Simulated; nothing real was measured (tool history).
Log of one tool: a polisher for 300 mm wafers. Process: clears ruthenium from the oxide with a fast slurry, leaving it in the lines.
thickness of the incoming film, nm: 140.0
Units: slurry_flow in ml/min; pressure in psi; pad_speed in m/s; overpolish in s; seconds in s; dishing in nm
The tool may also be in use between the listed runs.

{"run": 1, "day": 0.0, "slurry_flow": 295, "pressure": 2.8, "pad_speed": 0.88, "slurry_solids": 1.0, "overpolish": 21, "seconds": 38.253, "dishing": 58.094}
{"run": 2, "day": 0.029, "slurry_flow": 295, "pressure": 2.8, "pad_speed": 0.7, "slurry_solids": 1.0, "overpolish": 21, "seconds": 44.321, "dishing": 50.803}
{"run": 3, "day": 0.075, "slurry_flow": 295, "pressure": 2.8, "pad_speed": 0.7, "slurry_solids": 1.15, "overpolish": 21, "seconds": 43.143, "dishing": 53.869}
{"run": 4, "day": 0.354, "slurry_flow": 295, "pressure": 2.8, "pad_speed": 0.84, "slurry_solids": 1.15, "overpolish": 21, "seconds": 38.302, "dishing": 60.564}
{"run": 5, "day": 0.446, "slurry_flow": 295, "pressure": 2.8, "pad_speed": 0.84, "slurry_solids": 1.15, "overpolish": 13, "seconds": 37.64, "dishing": 38.194}
{"run": 6, "day": 0.538, "slurry_flow": 295, "pressure": 2.6, "pad_speed": 0.8, "slurry_solids": 1.15, "overpolish": 15, "seconds": 41.37, "dishing": 39.217}
{"run": 7, "day": 0.883, "slurry_flow": 295, "pressure": 2.5, "pad_speed": 0.76, "slurry_solids": 1.15, "overpolish": 17, "seconds": 46.696, "dishing": 41.493}
{"run": 8, "day": 1.175, "slurry_flow": 295, "pressure": 2.4, "pad_speed": 0.74, "slurry_solids": 1.15, "overpolish": 18, "seconds": 47.614, "dishing": 42.456}
{"run": 9, "day": 1.429, "slurry_flow": 295, "pressure": 2.4, "pad_speed": 0.74, "slurry_solids": 1.15, "overpolish": 18, "seconds": 47.123, "dishing": 41.037}

Run 10 comes next. What will it give?
{"run": 10, "day": 1.758, "slurry_flow": 295, "pressure": 2.3, "pad_speed": 0.7, "slurry_solids": 1.15, "overpolish": 20, "seconds": "?", "dishing": "?"}

Run 10 gave seconds 51.240 s, dishing 44.661 nm.

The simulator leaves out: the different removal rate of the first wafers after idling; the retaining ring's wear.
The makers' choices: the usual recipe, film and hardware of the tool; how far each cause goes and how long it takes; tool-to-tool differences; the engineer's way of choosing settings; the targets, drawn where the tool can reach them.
